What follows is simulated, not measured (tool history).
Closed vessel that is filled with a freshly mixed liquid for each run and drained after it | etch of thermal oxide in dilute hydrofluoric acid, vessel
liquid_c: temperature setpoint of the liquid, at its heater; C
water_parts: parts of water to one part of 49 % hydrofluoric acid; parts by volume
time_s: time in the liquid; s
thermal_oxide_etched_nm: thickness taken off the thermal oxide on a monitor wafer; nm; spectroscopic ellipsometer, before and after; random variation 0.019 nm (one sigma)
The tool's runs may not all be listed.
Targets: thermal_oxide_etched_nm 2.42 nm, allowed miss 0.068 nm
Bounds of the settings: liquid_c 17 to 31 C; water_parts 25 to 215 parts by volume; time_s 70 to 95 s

run 1 hour=0 | liquid_c=23 water_parts=120 time_s=95 | thermal_oxide_etched_nm=3.2558
run 2 hour=1.1 | liquid_c=24.5 water_parts=120 time_s=95 | thermal_oxide_etched_nm=3.4987
run 3 hour=3.2 | liquid_c=22 water_parts=120 time_s=95 | thermal_oxide_etched_nm=3.1077
run 4 hour=9.1 | liquid_c=19.5 water_parts=120 time_s=95 | thermal_oxide_etched_nm=2.8584
-- hour=16.3 thermometer replaced
run 5 hour=16.3 | liquid_c=22 water_parts=120 time_s=95 | thermal_oxide_etched_nm=3.4272
run 6 hour=18.9 | liquid_c=22 water_parts=145 time_s=95 | thermal_oxide_etched_nm=2.7471
run 7 hour=27.1 | liquid_c=21 water_parts=145 time_s=95 | thermal_oxide_etched_nm=2.6123
run 8 hour=32.8 | liquid_c=20.5 water_parts=145 time_s=95 | thermal_oxide_etched_nm=2.5951

Which of these 4 next moves meets every target?
run A hour=38.5 | liquid_c=20.5 water_parts=140 time_s=90 | thermal_oxide_etched_nm=?
run B hour=38.5 | liquid_c=22 water_parts=145 time_s=90 | thermal_oxide_etched_nm=?
run C hour=38.5 | liquid_c=21 water_parts=155 time_s=95 | thermal_oxide_etched_nm=?
run D hour=38.5 | liquid_c=20.5 water_parts=135 time_s=95 | thermal_oxide_etched_nm=?

move=A thermal_oxide_etched_nm=2.5367
move=B thermal_oxide_etched_nm=2.5847
move=C thermal_oxide_etched_nm=2.4278
move=D thermal_oxide_etched_nm=2.7917
A: nearer than the last run, and not there yet
B: nearer than the last run, and not there yet
C: meets every target
D: further off than the last run
Answer: C
